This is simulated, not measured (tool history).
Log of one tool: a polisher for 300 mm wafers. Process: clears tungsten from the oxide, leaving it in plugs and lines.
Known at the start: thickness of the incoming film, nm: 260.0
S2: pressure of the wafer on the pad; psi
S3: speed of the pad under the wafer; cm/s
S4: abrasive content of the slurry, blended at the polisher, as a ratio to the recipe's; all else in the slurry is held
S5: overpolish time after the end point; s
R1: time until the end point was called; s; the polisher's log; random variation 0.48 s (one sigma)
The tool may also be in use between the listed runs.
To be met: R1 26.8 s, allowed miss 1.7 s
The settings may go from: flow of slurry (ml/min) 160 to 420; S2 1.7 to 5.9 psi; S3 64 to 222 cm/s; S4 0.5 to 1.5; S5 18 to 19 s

Run 1, day 0: flow of slurry (ml/min) 270, S2 3.8 psi, S3 142 cm/s, S4 1, S5 18 s. Result: R1 53.675 s.
Run 2, day 0.15: flow of slurry (ml/min) 270, S2 4.3 psi, S3 148 cm/s, S4 1, S5 18 s. Result: R1 46.755 s.
Run 3, day 0.475: flow of slurry (ml/min) 270, S2 3.4 psi, S3 148 cm/s, S4 1, S5 18 s. Result: R1 56.606 s.
Run 4, day 0.85: flow of slurry (ml/min) 270, S2 3.4 psi, S3 128 cm/s, S4 1, S5 18 s. Result: R1 66.216 s.
Run 5, day 1.004: flow of slurry (ml/min) 270, S2 3.4 psi, S3 128 cm/s, S4 0.9, S5 18 s. Result: R1 67.128 s.
Run 6, day 1.246: flow of slurry (ml/min) 270, S2 3.4 psi, S3 128 cm/s, S4 1, S5 18 s. Result: R1 68.179 s.
At day 1.362: slurry tank refilled with fresh slurry and peroxide.
Run 7, day 1.362: flow of slurry (ml/min) 270, S2 4 psi, S3 140 cm/s, S4 1, S5 18 s. Result: R1 45.632 s.
Run 8, day 1.7: flow of slurry (ml/min) 270, S2 5 psi, S3 144 cm/s, S4 1, S5 18 s. Result: R1 37.175 s.
Run 9, day 2.067: flow of slurry (ml/min) 270, S2 5.2 psi, S3 148 cm/s, S4 1, S5 18 s. Result: R1 34.047 s.
Run 10, day 2.196: flow of slurry (ml/min) 270, S2 5.2 psi, S3 148 cm/s, S4 1, S5 18 s. Result: R1 35.344 s.
Run 11, day 2.425: flow of slurry (ml/min) 270, S2 5.4 psi, S3 152 cm/s, S4 1, S5 18 s. Result: R1 33.859 s.
Run 12, day 2.483: flow of slurry (ml/min) 270, S2 5.5 psi, S3 158 cm/s, S4 1, S5 18 s. Result: R1 31.68 s.

4 next moves are on the table. One of them brings every result within its allowed miss. Which?
Run A, day 2.542: flow of slurry (ml/min) 275, S2 5.9 psi, S3 172 cm/s, S4 1.05, S5 18 s. Result: R1 ?.
Run B, day 2.542: flow of slurry (ml/min) 290, S2 5.4 psi, S3 124 cm/s, S4 1.15, S5 18 s. Result: R1 ?.
Run C, day 2.542: flow of slurry (ml/min) 230, S2 5.5 psi, S3 132 cm/s, S4 1.1, S5 19 s. Result: R1 ?.
Run D, day 2.542: flow of slurry (ml/min) 200, S2 4.7 psi, S3 188 cm/s, S4 0.9, S5 19 s. Result: R1 ?.

move      R1
   A  27.048
   B    39.1
   C  37.514
   D  32.391
A: meets every target
B: further off than the last run
C: further off than the last run
D: further off than the last run
The right move is A.
